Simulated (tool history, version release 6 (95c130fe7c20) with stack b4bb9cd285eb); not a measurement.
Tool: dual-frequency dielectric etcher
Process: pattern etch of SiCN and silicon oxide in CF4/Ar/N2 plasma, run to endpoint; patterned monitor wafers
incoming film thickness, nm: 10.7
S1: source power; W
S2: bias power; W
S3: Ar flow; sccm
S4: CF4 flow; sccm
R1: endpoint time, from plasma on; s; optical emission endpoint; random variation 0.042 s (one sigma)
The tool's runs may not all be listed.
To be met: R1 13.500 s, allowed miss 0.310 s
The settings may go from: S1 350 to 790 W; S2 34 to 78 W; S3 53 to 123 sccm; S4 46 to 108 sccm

run 1 hour=0.0 | S1=570 S2=56 S3=88 S4=77 | R1=10.323
run 2 hour=0.9 | S1=570 S2=56 S3=88 S4=64 | R1=10.603
run 3 hour=5.0 | S1=550 S2=56 S3=88 S4=64 | R1=10.961
run 4 hour=10.3 | S1=550 S2=56 S3=88 S4=76 | R1=10.542
run 5 hour=19.1 | S1=550 S2=56 S3=75 S4=76 | R1=10.392
run 6 hour=22.4 | S1=480 S2=56 S3=75 S4=76 | R1=11.502
run 7 hour=30.9 | S1=470 S2=56 S3=75 S4=76 | R1=11.660
run 8 hour=33.4 | S1=460 S2=56 S3=75 S4=76 | R1=11.870
run 9 hour=40.7 | S1=450 S2=56 S3=75 S4=76 | R1=11.994
run 10 hour=43.7 | S1=440 S2=56 S3=75 S4=76 | R1=12.237
run 11 hour=48.0 | S1=370 S2=55 S3=75 S4=76 | R1=13.921

Which of these 5 next moves meets every target?
run A hour=52.3 | S1=370 S2=50 S3=83 S4=83 | R1=?
run B hour=52.3 | S1=410 S2=47 S3=83 S4=65 | R1=?
run C hour=52.3 | S1=350 S2=60 S3=79 S4=71 | R1=?
run D hour=52.3 | S1=410 S2=48 S3=55 S4=69 | R1=?
run E hour=52.3 | S1=350 S2=56 S3=72 S4=77 | R1=?

move=A R1=14.502
move=B R1=14.522
move=C R1=14.228
move=D R1=13.480
move=E R1=14.293
A: further off than the last run
B: further off than the last run
C: further off than the last run
D: meets every target
E: further off than the last run
Answer: D

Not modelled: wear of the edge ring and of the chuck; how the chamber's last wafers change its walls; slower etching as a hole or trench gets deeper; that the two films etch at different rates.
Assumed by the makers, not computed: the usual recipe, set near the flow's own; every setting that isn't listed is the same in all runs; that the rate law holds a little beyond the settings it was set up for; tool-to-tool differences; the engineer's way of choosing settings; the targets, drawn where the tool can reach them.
